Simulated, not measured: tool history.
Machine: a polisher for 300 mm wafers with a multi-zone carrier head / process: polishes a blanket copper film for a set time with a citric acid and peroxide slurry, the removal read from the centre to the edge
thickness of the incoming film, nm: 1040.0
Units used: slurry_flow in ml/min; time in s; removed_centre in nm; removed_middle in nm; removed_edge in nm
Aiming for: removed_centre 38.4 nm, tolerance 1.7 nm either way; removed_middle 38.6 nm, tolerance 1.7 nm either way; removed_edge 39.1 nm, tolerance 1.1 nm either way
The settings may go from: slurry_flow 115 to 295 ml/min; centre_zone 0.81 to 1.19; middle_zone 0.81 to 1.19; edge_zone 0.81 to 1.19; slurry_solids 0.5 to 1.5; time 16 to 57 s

run 1 day=0 | slurry_flow=190 centre_zone=1 middle_zone=1 edge_zone=1 slurry_solids=1 time=36 | removed_centre=49.613 removed_middle=50.905 removed_edge=50.98
run 2 day=0.071 | slurry_flow=190 centre_zone=0.93 middle_zone=1 edge_zone=1 slurry_solids=1 time=36 | removed_centre=46.676 removed_middle=50.202 removed_edge=51.396
run 3 day=0.188 | slurry_flow=190 centre_zone=0.93 middle_zone=0.99 edge_zone=0.99 slurry_solids=0.95 time=36 | removed_centre=46.011 removed_middle=50.026 removed_edge=49.462
run 4 day=0.262 | slurry_flow=190 centre_zone=0.93 middle_zone=0.91 edge_zone=0.99 slurry_solids=0.95 time=36 | removed_centre=47.716 removed_middle=45.951 removed_edge=49.642
run 5 day=0.462 | slurry_flow=215 centre_zone=0.93 middle_zone=0.91 edge_zone=0.99 slurry_solids=0.95 time=36 | removed_centre=47.652 removed_middle=46.192 removed_edge=50.668
run 6 day=0.588 | slurry_flow=215 centre_zone=0.88 middle_zone=0.91 edge_zone=0.99 slurry_solids=0.95 time=36 | removed_centre=44.932 removed_middle=46.719 removed_edge=50.685
run 7 day=0.617 | slurry_flow=210 centre_zone=0.88 middle_zone=0.9 edge_zone=0.98 slurry_solids=0.9 time=36 | removed_centre=43.873 removed_middle=46.437 removed_edge=50.076
run 8 day=0.8 | slurry_flow=205 centre_zone=0.89 middle_zone=0.89 edge_zone=0.97 slurry_solids=0.85 time=36 | removed_centre=43.302 removed_middle=44.771 removed_edge=47.909
run 9 day=0.879 | slurry_flow=200 centre_zone=0.89 middle_zone=0.88 edge_zone=0.96 slurry_solids=0.85 time=36 | removed_centre=43.904 removed_middle=44.428 removed_edge=48.213

Exactly one of the 5 candidate moves below puts every result within its allowed miss. Which one?
run A day=0.958 | slurry_flow=200 centre_zone=0.96 middle_zone=1.03 edge_zone=0.81 slurry_solids=0.7 time=30 | removed_centre=? removed_middle=? removed_edge=?
run B day=0.958 | slurry_flow=165 centre_zone=0.86 middle_zone=1.03 edge_zone=0.92 slurry_solids=0.9 time=30 | removed_centre=? removed_middle=? removed_edge=?
run C day=0.958 | slurry_flow=180 centre_zone=0.88 middle_zone=0.92 edge_zone=0.89 slurry_solids=0.9 time=30 | removed_centre=? removed_middle=? removed_edge=?
run D day=0.958 | slurry_flow=180 centre_zone=0.85 middle_zone=0.94 edge_zone=0.93 slurry_solids=0.7 time=31 | removed_centre=? removed_middle=? removed_edge=?
run E day=0.958 | slurry_flow=200 centre_zone=0.96 middle_zone=0.94 edge_zone=0.94 slurry_solids=0.8 time=30 | removed_centre=? removed_middle=? removed_edge=?

move=A removed_centre=38.296 removed_middle=40.145 removed_edge=36.437
move=B removed_centre=34.562 removed_middle=40.645 removed_edge=39.372
move=C removed_centre=35.935 removed_middle=37.512 removed_edge=39.257
move=D removed_centre=34.35 removed_middle=37.805 removed_edge=39.639
move=E removed_centre=39.142 removed_middle=38.009 removed_edge=39.908
A: moves the result that the last run missed by most past its target, out the other side
B: the furthest-off result lands on target, but another misses its tolerance
C: the furthest-off result lands on target, but another misses its tolerance
D: the furthest-off result lands on target, but another misses its tolerance
E: each result inside its tolerance
So the answer is move E, the one that meets all the targets.
